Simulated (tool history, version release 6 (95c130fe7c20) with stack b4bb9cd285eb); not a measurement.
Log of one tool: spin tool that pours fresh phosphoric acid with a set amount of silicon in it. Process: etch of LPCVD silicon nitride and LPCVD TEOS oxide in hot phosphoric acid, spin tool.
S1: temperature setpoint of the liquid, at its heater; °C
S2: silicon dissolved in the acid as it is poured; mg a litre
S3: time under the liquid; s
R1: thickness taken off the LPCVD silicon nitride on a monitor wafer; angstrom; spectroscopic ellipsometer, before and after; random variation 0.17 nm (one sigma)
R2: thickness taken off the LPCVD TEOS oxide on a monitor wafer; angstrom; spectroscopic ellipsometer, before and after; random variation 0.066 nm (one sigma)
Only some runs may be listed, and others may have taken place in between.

{"run": 1, "hour": 0.0, "S1": 162.0, "S2": 10.5, "S3": 180, "R1": 179.92, "R2": 3.8558}
{"run": 2, "hour": 6.3, "S1": 162.0, "S2": 8.5, "S3": 180, "R1": 180.51, "R2": 3.3105}
{"run": 3, "hour": 7.2, "S1": 163.0, "S2": 9.0, "S3": 200, "R1": 206.56, "R2": 4.4008}
{"run": 4, "hour": 14.8, "S1": 163.0, "S2": 6.0, "S3": 200, "R1": 207.42, "R2": 4.1034}
{"run": 5, "hour": 17.6, "S1": 163.5, "S2": 6.5, "S3": 215, "R1": 226.5, "R2": 5.0493}
{"run": 6, "hour": 26.7, "S1": 163.5, "S2": 1.5, "S3": 215, "R1": 227.16, "R2": 5.0348}
{"run": 7, "hour": 32.0, "S1": 164.0, "S2": 1.5, "S3": 225, "R1": 239.18, "R2": 6.0796}
{"run": 8, "hour": 33.0, "S1": 164.0, "S2": 2.0, "S3": 235, "R1": 250.52, "R2": 7.0129}
{"run": 9, "hour": 41.2, "S1": 163.0, "S2": 3.0, "S3": 250, "R1": 258.7, "R2": 5.8671}
{"run": 10, "hour": 47.3, "S1": 163.0, "S2": 4.0, "S3": 260, "R1": 268.79, "R2": 5.7495}
{"run": 11, "hour": 53.9, "S1": 163.5, "S2": 4.5, "S3": 265, "R1": 278.24, "R2": 7.2386}
{"run": 12, "hour": 56.1, "S1": 163.5, "S2": 4.5, "S3": 265, "R1": 281.48, "R2": 5.7358}

Estimate the outcome of run 13 from the log above:
{"run": 13, "hour": 57.7, "S1": 164.0, "S2": 4.5, "S3": 265, "R1": "?", "R2": "?"}

Run 13 yielded R1 284.08 angstrom, R2 7.8030 angstrom.

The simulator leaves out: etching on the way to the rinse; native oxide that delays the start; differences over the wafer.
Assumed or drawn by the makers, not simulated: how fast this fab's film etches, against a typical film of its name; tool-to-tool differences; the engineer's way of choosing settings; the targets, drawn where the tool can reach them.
